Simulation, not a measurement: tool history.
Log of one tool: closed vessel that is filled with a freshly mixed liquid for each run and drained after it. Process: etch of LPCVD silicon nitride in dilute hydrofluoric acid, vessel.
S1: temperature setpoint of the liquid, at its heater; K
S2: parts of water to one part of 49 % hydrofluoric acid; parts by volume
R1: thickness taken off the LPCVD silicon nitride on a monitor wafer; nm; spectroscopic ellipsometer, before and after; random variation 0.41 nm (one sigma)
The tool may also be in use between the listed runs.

Run 1, day 0: S1 297.15 K, S2 45 parts by volume, time in the liquid (s) 3060. Result: R1 31.583 nm.
Run 2, day 0.317: S1 297.15 K, S2 55 parts by volume, time in the liquid (s) 3060. Result: R1 25.711 nm.
Run 3, day 0.712: S1 298.15 K, S2 50 parts by volume, time in the liquid (s) 3060. Result: R1 30.373 nm.
Run 4, day 0.875: S1 300.65 K, S2 50 parts by volume, time in the liquid (s) 3060. Result: R1 35.359 nm.
Run 5, day 1.083: S1 300.65 K, S2 35 parts by volume, time in the liquid (s) 3060. Result: R1 50.354 nm.
Run 6, day 1.354: S1 300.65 K, S2 35 parts by volume, time in the liquid (s) 3265. Result: R1 53.563 nm.

The next listed run, before its measurement:
Run 7, day 1.754: S1 301.15 K, S2 35 parts by volume, time in the liquid (s) 3265. Result: R1 ?.

R1: 54.913 nm
